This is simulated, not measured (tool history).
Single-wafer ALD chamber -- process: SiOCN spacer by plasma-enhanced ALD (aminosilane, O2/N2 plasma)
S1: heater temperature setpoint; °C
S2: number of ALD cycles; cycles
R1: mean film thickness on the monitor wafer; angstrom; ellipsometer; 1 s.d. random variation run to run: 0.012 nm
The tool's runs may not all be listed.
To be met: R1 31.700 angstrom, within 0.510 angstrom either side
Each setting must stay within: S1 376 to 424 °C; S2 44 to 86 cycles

run	hour	S1	S2	R1
1	0.0	400	65	40.334
2	5.4	401	63	39.228
3	9.5	397	63	39.225
4	12.4	397	61	37.862
5	18.4	397	58	36.090
6	20.3	392	58	36.003
7	27.1	392	57	35.448
8	30.7	392	56	34.703
9	37.8	397	49	30.290
10	43.5	396	50	31.225
11	47.1	396	50	31.148
12	49.4	396	50	30.991

5 candidate next runs follow, results not yet known. Just one meets every target within its allowed miss. Identify it.
A	51.7	396	49	?
B	51.7	384	48	?
C	51.7	409	52	?
D	51.7	407	49	?
E	51.7	401	49	?

move	R1
A	30.349
B	29.730
C	31.442
D	29.789
E	30.269
A: moves away from the targets compared with the last run
B: moves away from the targets compared with the last run
C: hits every target within its allowed miss
D: moves away from the targets compared with the last run
E: moves away from the targets compared with the last run
The right move is C.
